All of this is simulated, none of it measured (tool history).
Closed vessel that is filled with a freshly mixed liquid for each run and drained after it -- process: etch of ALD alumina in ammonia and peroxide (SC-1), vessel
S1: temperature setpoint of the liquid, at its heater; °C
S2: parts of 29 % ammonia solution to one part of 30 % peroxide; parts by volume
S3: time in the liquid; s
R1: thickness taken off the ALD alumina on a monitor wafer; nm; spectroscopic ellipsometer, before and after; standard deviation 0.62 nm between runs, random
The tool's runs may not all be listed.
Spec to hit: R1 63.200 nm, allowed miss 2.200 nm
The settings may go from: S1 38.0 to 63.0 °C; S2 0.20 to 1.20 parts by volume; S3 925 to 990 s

run	day	S1	S2	S3	R1
1	0.000	47.0	0.80	925	30.476
2	0.250	51.5	0.80	925	39.044
3	0.483	54.5	0.80	925	45.980
4	0.508	56.5	0.80	925	50.563
5	0.867	56.5	0.65	925	50.315
6	1.212	58.0	0.65	925	53.361
7	1.529	59.0	0.65	925	57.092
8	1.562	59.5	0.65	925	58.388

Below are 5 possible settings for the next run. Only one of them brings all results inside the allowed miss of their targets. Which is it?
A	1.596	58.5	0.70	925	?
B	1.596	57.5	0.65	940	?
C	1.596	60.0	0.75	960	?
D	1.596	56.0	0.40	990	?
E	1.596	56.5	0.50	990	?

move	R1
A	55.596
B	53.259
C	62.748
D	49.520
E	51.926
A: further off than the last run
B: further off than the last run
C: meets every target
D: further off than the last run
E: further off than the last run
Correct choice: C, which meets every target
